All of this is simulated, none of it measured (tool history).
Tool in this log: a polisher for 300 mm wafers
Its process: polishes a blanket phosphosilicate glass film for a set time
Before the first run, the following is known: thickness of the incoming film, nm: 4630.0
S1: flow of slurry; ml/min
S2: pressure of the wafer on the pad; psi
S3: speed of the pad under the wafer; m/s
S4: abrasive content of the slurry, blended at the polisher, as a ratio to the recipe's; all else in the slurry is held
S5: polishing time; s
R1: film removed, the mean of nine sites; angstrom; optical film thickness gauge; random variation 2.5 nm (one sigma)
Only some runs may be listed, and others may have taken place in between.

{"run": 1, "day": 0.0, "S1": 245, "S2": 2.9, "S3": 1.28, "S4": 1.0, "S5": 29, "R1": 2468.2}
{"run": 2, "day": 0.221, "S1": 200, "S2": 2.9, "S3": 1.28, "S4": 1.0, "S5": 29, "R1": 2383.6}
{"run": 3, "day": 0.462, "S1": 200, "S2": 2.9, "S3": 1.5, "S4": 1.0, "S5": 29, "R1": 2699.7}
{"run": 4, "day": 0.579, "S1": 200, "S2": 2.9, "S3": 1.5, "S4": 1.0, "S5": 29, "R1": 2649.7}
{"run": 5, "day": 0.788, "S1": 200, "S2": 2.8, "S3": 1.5, "S4": 1.0, "S5": 29, "R1": 2498.7}
{"run": 6, "day": 0.875, "S1": 200, "S2": 3.1, "S3": 1.5, "S4": 1.0, "S5": 29, "R1": 2778.6}
{"run": 7, "day": 1.188, "S1": 200, "S2": 2.9, "S3": 1.48, "S4": 1.0, "S5": 29, "R1": 2608.2}

Run 8 is up next; what results do you expect?
{"run": 8, "day": 1.3, "S1": 200, "S2": 2.8, "S3": 1.48, "S4": 1.0, "S5": 29, "R1": "?"}

R1: 2557.0 angstrom
